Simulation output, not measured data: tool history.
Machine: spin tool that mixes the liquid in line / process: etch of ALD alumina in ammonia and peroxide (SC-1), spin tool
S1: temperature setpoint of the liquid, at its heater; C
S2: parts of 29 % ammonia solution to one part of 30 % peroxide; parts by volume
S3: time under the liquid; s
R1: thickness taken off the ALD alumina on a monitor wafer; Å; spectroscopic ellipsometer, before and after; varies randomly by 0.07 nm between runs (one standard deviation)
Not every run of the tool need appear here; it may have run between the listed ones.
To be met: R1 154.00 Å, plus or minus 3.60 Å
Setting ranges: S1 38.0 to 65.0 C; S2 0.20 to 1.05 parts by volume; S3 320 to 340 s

{"run": 1, "day": 0.0, "S1": 49.0, "S2": 0.55, "S3": 320, "R1": 115.33}
{"run": 2, "day": 0.325, "S1": 49.0, "S2": 0.55, "S3": 320, "R1": 115.02}
{"run": 3, "day": 0.642, "S1": 50.0, "S2": 0.55, "S3": 320, "R1": 121.97}
{"run": 4, "day": 0.788, "S1": 50.0, "S2": 0.35, "S3": 320, "R1": 115.87}
{"run": 5, "day": 0.912, "S1": 51.0, "S2": 0.35, "S3": 320, "R1": 123.24}
{"run": 6, "day": 1.246, "S1": 52.0, "S2": 0.35, "S3": 320, "R1": 129.57}
{"run": 7, "day": 1.575, "S1": 52.5, "S2": 0.35, "S3": 320, "R1": 133.51}
{"run": 8, "day": 1.825, "S1": 53.0, "S2": 0.35, "S3": 320, "R1": 136.49}
{"run": 9, "day": 2.175, "S1": 53.5, "S2": 0.35, "S3": 320, "R1": 141.56}
{"run": 10, "day": 2.475, "S1": 54.0, "S2": 0.35, "S3": 320, "R1": 145.67}

5 next moves are on the table. One of them brings every result within its allowed miss. Which?
{"run": "A", "day": 2.775, "S1": 54.5, "S2": 0.4, "S3": 325, "R1": "?"}
{"run": "B", "day": 2.775, "S1": 52.5, "S2": 0.35, "S3": 320, "R1": "?"}
{"run": "C", "day": 2.775, "S1": 51.0, "S2": 0.4, "S3": 340, "R1": "?"}
{"run": "D", "day": 2.775, "S1": 53.5, "S2": 0.2, "S3": 325, "R1": "?"}
{"run": "E", "day": 2.775, "S1": 53.0, "S2": 0.2, "S3": 335, "R1": "?"}

move=A R1=152.88
move=B R1=133.50
move=C R1=132.41
move=D R1=135.67
move=E R1=136.14
A: all results land within tolerance of their targets
B: further off than the last run
C: further off than the last run
D: further off than the last run
E: further off than the last run
The move that meets every target is A.
